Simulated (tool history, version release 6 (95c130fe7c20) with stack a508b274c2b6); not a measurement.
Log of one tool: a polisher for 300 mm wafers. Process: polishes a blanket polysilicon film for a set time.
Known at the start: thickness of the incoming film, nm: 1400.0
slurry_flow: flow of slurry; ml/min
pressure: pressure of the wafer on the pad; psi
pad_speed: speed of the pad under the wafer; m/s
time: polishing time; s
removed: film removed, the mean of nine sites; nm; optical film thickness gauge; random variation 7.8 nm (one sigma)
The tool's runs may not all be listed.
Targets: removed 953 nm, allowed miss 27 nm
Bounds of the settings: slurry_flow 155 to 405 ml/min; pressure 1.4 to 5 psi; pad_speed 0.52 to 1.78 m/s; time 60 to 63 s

run	hour	slurry_flow	pressure	pad_speed	time	removed
1	0	260	3.2	1.14	60	557.84
2	6.5	260	3.6	1.14	60	627.19
3	9.7	260	3.9	1.14	60	671.79
4	17.1	260	3.9	1.04	60	629.72
5	24.9	260	3.9	1.04	63	657.27
6	26	265	4.2	1.06	63	722.29
7	28.8	265	4.4	1.08	63	762.17
8	30.5	265	4.6	1.1	63	813.94
9	37.3	265	4.7	1.12	63	847.44
# hour 41.2: head pressure recalibrated
10	41.2	265	4.8	1.14	63	815.72
11	42.4	275	4.9	1.2	63	884.84

Which of these 5 next moves meets every target?
A	43.6	230	4.9	1.22	60	?
B	43.6	300	5	1.16	61	?
C	43.6	285	4.9	1.32	63	?
D	43.6	240	4.9	1.2	62	?
E	43.6	250	4.5	1.32	61	?

move	removed
A	829.66
B	843.39
C	944.78
D	848.97
E	834.15
A: further off than the last run
B: further off than the last run
C: meets every target
D: further off than the last run
E: further off than the last run
The right move is C.

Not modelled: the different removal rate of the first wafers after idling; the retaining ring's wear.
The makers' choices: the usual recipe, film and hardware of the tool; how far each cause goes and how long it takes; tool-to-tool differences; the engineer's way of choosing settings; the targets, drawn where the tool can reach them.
